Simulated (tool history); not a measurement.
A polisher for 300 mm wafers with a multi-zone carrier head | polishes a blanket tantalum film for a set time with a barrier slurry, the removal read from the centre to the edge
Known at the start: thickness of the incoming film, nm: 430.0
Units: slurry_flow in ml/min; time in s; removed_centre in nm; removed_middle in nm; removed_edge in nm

run	day	slurry_flow	centre_zone	middle_zone	edge_zone	slurry_solids	time	removed_centre	removed_middle	removed_edge
1	0.000	195	1.00	1.00	1.00	1.00	65	110.890	106.900	110.630
2	0.121	195	0.94	1.00	1.00	1.00	65	101.440	110.910	111.820
3	0.250	190	0.94	0.98	0.99	0.95	65	102.330	105.520	108.180
4	0.517	185	0.92	0.97	0.99	0.90	65	98.692	101.900	104.920
5	0.575	180	0.91	0.96	0.99	0.90	65	95.901	101.530	106.500
6	0.771	175	0.90	0.95	0.98	0.85	65	93.946	100.010	102.970
7	1.050	170	0.89	0.94	0.98	0.85	65	91.928	95.818	101.850
8	1.233	165	0.88	0.93	0.97	0.85	65	92.796	94.914	100.400
9	1.496	150	0.81	0.90	0.97	0.65	64	75.794	82.465	90.429

Run 10 comes next. What will it give?
10	1.850	155	0.82	0.90	0.97	0.65	64	?	?	?

Run 10 gave removed_centre 76.881 nm, removed_middle 82.667 nm, removed_edge 92.525 nm.
